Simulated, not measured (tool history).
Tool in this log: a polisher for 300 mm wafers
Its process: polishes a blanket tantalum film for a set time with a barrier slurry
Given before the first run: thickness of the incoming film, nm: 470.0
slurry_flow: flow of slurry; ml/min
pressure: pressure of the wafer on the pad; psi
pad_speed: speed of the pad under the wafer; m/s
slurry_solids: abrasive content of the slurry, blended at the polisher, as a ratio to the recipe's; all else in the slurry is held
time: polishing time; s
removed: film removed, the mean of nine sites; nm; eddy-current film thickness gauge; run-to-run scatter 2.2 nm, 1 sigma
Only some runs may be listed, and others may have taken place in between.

{"run": 1, "hour": 0.0, "slurry_flow": 280, "pressure": 1.9, "pad_speed": 1.26, "slurry_solids": 1, "time": 45, "removed": 95.14}
{"run": 2, "hour": 1.0, "slurry_flow": 280, "pressure": 1.5, "pad_speed": 1.26, "slurry_solids": 1, "time": 45, "removed": 75.442}
{"run": 3, "hour": 7.0, "slurry_flow": 280, "pressure": 1.5, "pad_speed": 1.26, "slurry_solids": 0.9, "time": 45, "removed": 74.962}
{"run": 4, "hour": 8.3, "slurry_flow": 280, "pressure": 1.7, "pad_speed": 1.26, "slurry_solids": 0.9, "time": 45, "removed": 84.809}
{"run": 5, "hour": 16.6, "slurry_flow": 280, "pressure": 1.7, "pad_speed": 1.26, "slurry_solids": 0.9, "time": 45, "removed": 84.468}
{"run": 6, "hour": 18.7, "slurry_flow": 350, "pressure": 1.7, "pad_speed": 1.26, "slurry_solids": 0.9, "time": 45, "removed": 84.427}
{"run": 7, "hour": 22.6, "slurry_flow": 350, "pressure": 1.8, "pad_speed": 1.26, "slurry_solids": 0.9, "time": 45, "removed": 90.069}
{"run": 8, "hour": 31.6, "slurry_flow": 350, "pressure": 1.9, "pad_speed": 1.26, "slurry_solids": 0.9, "time": 45, "removed": 96.128}
{"run": 9, "hour": 37.4, "slurry_flow": 350, "pressure": 2, "pad_speed": 1.26, "slurry_solids": 0.9, "time": 45, "removed": 102.59}
{"run": 10, "hour": 41.9, "slurry_flow": 350, "pressure": 2.6, "pad_speed": 1.3, "slurry_solids": 0.9, "time": 45, "removed": 132.57}

The next listed run, before its measurement:
{"run": 11, "hour": 47.0, "slurry_flow": 350, "pressure": 2.6, "pad_speed": 1.32, "slurry_solids": 0.9, "time": 45, "removed": "?"}

Run 11 measured removed 131.45 nm.
